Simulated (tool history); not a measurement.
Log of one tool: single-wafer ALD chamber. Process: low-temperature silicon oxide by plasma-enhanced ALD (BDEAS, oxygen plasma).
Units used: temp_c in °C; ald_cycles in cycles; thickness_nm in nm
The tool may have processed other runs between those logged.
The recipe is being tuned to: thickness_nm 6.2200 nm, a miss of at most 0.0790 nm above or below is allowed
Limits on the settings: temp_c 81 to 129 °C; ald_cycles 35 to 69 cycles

{"run": 1, "hour": 0.0, "temp_c": 105, "ald_cycles": 52, "thickness_nm": 7.5179}
{"run": 2, "hour": 6.2, "temp_c": 108, "ald_cycles": 49, "thickness_nm": 7.0346}
{"run": 3, "hour": 8.6, "temp_c": 99, "ald_cycles": 49, "thickness_nm": 7.134}
{"run": 4, "hour": 14.2, "temp_c": 99, "ald_cycles": 45, "thickness_nm": 6.5464}
{"run": 5, "hour": 20.4, "temp_c": 92, "ald_cycles": 45, "thickness_nm": 6.6692}
{"run": 6, "hour": 27.0, "temp_c": 101, "ald_cycles": 45, "thickness_nm": 6.5359}
{"run": 7, "hour": 32.4, "temp_c": 104, "ald_cycles": 45, "thickness_nm": 6.4787}
{"run": 8, "hour": 34.1, "temp_c": 107, "ald_cycles": 45, "thickness_nm": 6.4567}
{"run": 9, "hour": 41.3, "temp_c": 109, "ald_cycles": 45, "thickness_nm": 6.4403}
{"run": 10, "hour": 47.7, "temp_c": 111, "ald_cycles": 45, "thickness_nm": 6.4377}
{"run": 11, "hour": 55.5, "temp_c": 112, "ald_cycles": 45, "thickness_nm": 6.4012}

Pick the move, out of 5, that brings all results within their allowed miss; only one does.
{"run": "A", "hour": 63.3, "temp_c": 109, "ald_cycles": 45, "thickness_nm": "?"}
{"run": "B", "hour": 63.3, "temp_c": 119, "ald_cycles": 47, "thickness_nm": "?"}
{"run": "C", "hour": 63.3, "temp_c": 98, "ald_cycles": 46, "thickness_nm": "?"}
{"run": "D", "hour": 63.3, "temp_c": 118, "ald_cycles": 46, "thickness_nm": "?"}
{"run": "E", "hour": 63.3, "temp_c": 119, "ald_cycles": 44, "thickness_nm": "?"}

move=A thickness_nm=6.4615
move=B thickness_nm=6.6388
move=C thickness_nm=6.7235
move=D thickness_nm=6.5083
move=E thickness_nm=6.2150
A: the biggest miss grows against the last run
B: the biggest miss grows against the last run
C: the biggest miss grows against the last run
D: the biggest miss grows against the last run
E: each result inside its tolerance
E is the move that brings every result within its allowed miss.

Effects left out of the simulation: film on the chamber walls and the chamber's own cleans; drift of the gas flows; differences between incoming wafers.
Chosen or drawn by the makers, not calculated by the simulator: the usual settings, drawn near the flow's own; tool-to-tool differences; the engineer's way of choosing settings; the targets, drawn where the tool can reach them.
